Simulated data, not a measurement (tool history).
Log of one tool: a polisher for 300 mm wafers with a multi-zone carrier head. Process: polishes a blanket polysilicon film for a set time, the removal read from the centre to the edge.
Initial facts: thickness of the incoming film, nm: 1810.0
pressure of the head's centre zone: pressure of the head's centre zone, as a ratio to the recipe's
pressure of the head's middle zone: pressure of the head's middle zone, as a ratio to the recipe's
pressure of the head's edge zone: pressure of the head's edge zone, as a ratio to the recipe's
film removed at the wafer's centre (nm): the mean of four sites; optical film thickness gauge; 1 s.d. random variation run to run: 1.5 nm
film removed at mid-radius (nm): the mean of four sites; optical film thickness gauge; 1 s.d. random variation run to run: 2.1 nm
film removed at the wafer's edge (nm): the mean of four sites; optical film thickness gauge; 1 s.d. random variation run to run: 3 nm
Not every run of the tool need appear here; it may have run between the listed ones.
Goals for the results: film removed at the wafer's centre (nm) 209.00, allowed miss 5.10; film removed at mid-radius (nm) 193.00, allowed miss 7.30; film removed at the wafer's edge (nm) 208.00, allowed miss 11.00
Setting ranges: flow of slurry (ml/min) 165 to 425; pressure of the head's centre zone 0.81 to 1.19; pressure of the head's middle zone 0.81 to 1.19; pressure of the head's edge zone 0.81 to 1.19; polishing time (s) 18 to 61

run	hour	flow of slurry (ml/min)	pressure of the head's centre zone	pressure of the head's middle zone	pressure of the head's edge zone	polishing time (s)	film removed at the wafer's centre (nm)	film removed at mid-radius (nm)	film removed at the wafer's edge (nm)
1	0.0	275	1.00	1.00	1.00	39	277.89	302.07	296.69
2	5.1	275	1.03	1.00	1.00	39	287.99	293.46	308.02
3	7.9	275	1.06	1.00	1.00	39	294.12	295.74	310.28
4	9.1	270	1.05	0.97	0.97	37	278.33	269.61	284.46
5	16.4	270	1.05	0.97	0.91	37	279.29	270.80	279.70
6	20.6	270	1.05	1.03	0.91	37	280.16	287.45	276.59
7	21.8	265	1.04	1.00	0.90	36	266.49	272.90	268.03
# hour 25.0: centre zone pressure recalibrated
8	25.0	265	1.04	0.97	0.89	35	290.84	260.10	252.28
9	31.9	260	1.05	0.98	0.92	33	277.84	241.63	240.40
10	35.1	290	1.01	0.96	0.97	31	251.26	227.55	242.41
11	40.1	290	0.98	0.95	0.98	30	237.70	218.78	234.44
12	49.0	285	0.96	0.94	0.98	30	229.23	214.17	230.48
13	51.9	285	0.96	0.94	0.98	30	227.65	219.31	227.94
14	57.6	275	0.95	0.92	0.98	30	227.69	212.07	236.19
15	61.3	290	0.95	0.91	0.89	26	200.19	183.27	198.15
16	65.7	295	0.95	0.91	0.90	26	200.15	178.77	193.23
17	68.8	260	0.94	0.94	0.93	29	217.27	207.79	210.82
18	77.5	265	0.94	0.93	0.93	29	217.87	205.19	221.83
19	79.8	205	0.94	0.90	0.88	28	201.12	183.94	204.20
20	88.4	210	0.94	0.90	0.88	28	201.92	187.88	202.19

Exercise: of the 4 proposed moves below, exactly one satisfies all targets within the stated allowed misses. Which move is it?
A	97.0	270	0.96	0.85	0.95	27	?	?	?
B	97.0	200	0.95	0.91	0.89	29	?	?	?
C	97.0	220	0.92	0.85	0.93	28	?	?	?
D	97.0	200	0.85	0.81	1.00	32	?	?	?

move	film removed at the wafer's centre (nm)	film removed at mid-radius (nm)	film removed at the wafer's edge (nm)
A	208.94	180.71	204.60
B	211.92	196.88	207.05
C	201.39	182.42	206.02
D	208.89	197.48	240.25
A: meets the target for the result that was furthest off, but another lies outside its allowed miss
B: each result inside its tolerance
C: the biggest miss grows against the last run
D: meets the target for the result that was furthest off, but another lies outside its allowed miss
Move B is the one to make.

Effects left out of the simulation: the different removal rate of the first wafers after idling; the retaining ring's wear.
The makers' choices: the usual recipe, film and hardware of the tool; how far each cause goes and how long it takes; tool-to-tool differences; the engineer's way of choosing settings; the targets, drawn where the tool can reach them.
